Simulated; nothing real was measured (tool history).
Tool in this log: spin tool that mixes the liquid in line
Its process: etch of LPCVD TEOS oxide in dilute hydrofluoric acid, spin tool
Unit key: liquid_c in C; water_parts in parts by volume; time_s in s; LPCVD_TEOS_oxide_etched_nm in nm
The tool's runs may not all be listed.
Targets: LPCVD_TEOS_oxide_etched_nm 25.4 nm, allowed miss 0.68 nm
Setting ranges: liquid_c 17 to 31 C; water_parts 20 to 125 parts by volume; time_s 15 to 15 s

run 1 hour=0 | liquid_c=23 water_parts=70 time_s=15 | LPCVD_TEOS_oxide_etched_nm=10.86
run 2 hour=8.8 | liquid_c=24.5 water_parts=65 time_s=15 | LPCVD_TEOS_oxide_etched_nm=12.648
run 3 hour=13 | liquid_c=24.5 water_parts=65 time_s=15 | LPCVD_TEOS_oxide_etched_nm=12.69
run 4 hour=14.2 | liquid_c=26 water_parts=60 time_s=15 | LPCVD_TEOS_oxide_etched_nm=14.616
run 5 hour=20.5 | liquid_c=26 water_parts=75 time_s=15 | LPCVD_TEOS_oxide_etched_nm=11.427
run 6 hour=24.9 | liquid_c=26 water_parts=75 time_s=15 | LPCVD_TEOS_oxide_etched_nm=11.38
run 7 hour=33.6 | liquid_c=27 water_parts=65 time_s=15 | LPCVD_TEOS_oxide_etched_nm=13.945
run 8 hour=37.6 | liquid_c=28 water_parts=60 time_s=15 | LPCVD_TEOS_oxide_etched_nm=15.81
run 9 hour=40.4 | liquid_c=28.5 water_parts=55 time_s=15 | LPCVD_TEOS_oxide_etched_nm=17.766
run 10 hour=47.6 | liquid_c=28.5 water_parts=55 time_s=15 | LPCVD_TEOS_oxide_etched_nm=17.768
run 11 hour=55.5 | liquid_c=28.5 water_parts=55 time_s=15 | LPCVD_TEOS_oxide_etched_nm=17.743
run 12 hour=58.2 | liquid_c=31 water_parts=35 time_s=15 | LPCVD_TEOS_oxide_etched_nm=31.488
run 13 hour=61.8 | liquid_c=30 water_parts=35 time_s=15 | LPCVD_TEOS_oxide_etched_nm=30.363

Of the 4 settings listed for the next run, only one would bring every result within its allowed miss of target. Which one?
run A hour=65.4 | liquid_c=27.5 water_parts=35 time_s=15 | LPCVD_TEOS_oxide_etched_nm=?
run B hour=65.4 | liquid_c=31 water_parts=40 time_s=15 | LPCVD_TEOS_oxide_etched_nm=?
run C hour=65.4 | liquid_c=29 water_parts=40 time_s=15 | LPCVD_TEOS_oxide_etched_nm=?
run D hour=65.4 | liquid_c=30.5 water_parts=40 time_s=15 | LPCVD_TEOS_oxide_etched_nm=?

move=A LPCVD_TEOS_oxide_etched_nm=27.716
move=B LPCVD_TEOS_oxide_etched_nm=27.677
move=C LPCVD_TEOS_oxide_etched_nm=25.568
move=D LPCVD_TEOS_oxide_etched_nm=27.137
A: an improvement on the last run, though not all results are within tolerance
B: an improvement on the last run, though not all results are within tolerance
C: all results land within tolerance of their targets
D: an improvement on the last run, though not all results are within tolerance
Answer: C
